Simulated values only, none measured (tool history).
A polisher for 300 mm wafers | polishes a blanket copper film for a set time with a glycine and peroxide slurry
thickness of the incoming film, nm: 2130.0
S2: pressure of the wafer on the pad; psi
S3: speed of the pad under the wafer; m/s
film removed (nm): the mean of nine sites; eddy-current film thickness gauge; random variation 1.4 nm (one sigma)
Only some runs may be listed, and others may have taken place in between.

run 1 day=0 | flow_of_slurry_(ml/min)=205 S2=3 S3=0.82 polishing_time_(s)=40 | film_removed_(nm)=167.86
run 2 day=0.358 | flow_of_slurry_(ml/min)=210 S2=3.1 S3=0.82 polishing_time_(s)=40 | film_removed_(nm)=171.96
run 3 day=0.683 | flow_of_slurry_(ml/min)=210 S2=3.1 S3=0.98 polishing_time_(s)=40 | film_removed_(nm)=200.23
run 4 day=0.825 | flow_of_slurry_(ml/min)=230 S2=3.1 S3=0.98 polishing_time_(s)=40 | film_removed_(nm)=200.47
run 5 day=0.917 | flow_of_slurry_(ml/min)=230 S2=3.7 S3=0.98 polishing_time_(s)=40 | film_removed_(nm)=235.71
run 6 day=1.05 | flow_of_slurry_(ml/min)=230 S2=3.7 S3=0.98 polishing_time_(s)=40 | film_removed_(nm)=235.95

For run 7, what comes out?
run 7 day=1.258 | flow_of_slurry_(ml/min)=230 S2=3.6 S3=0.98 polishing_time_(s)=40 | film_removed_(nm)=?

{"run 7": {"film removed (nm)": 231.44}}
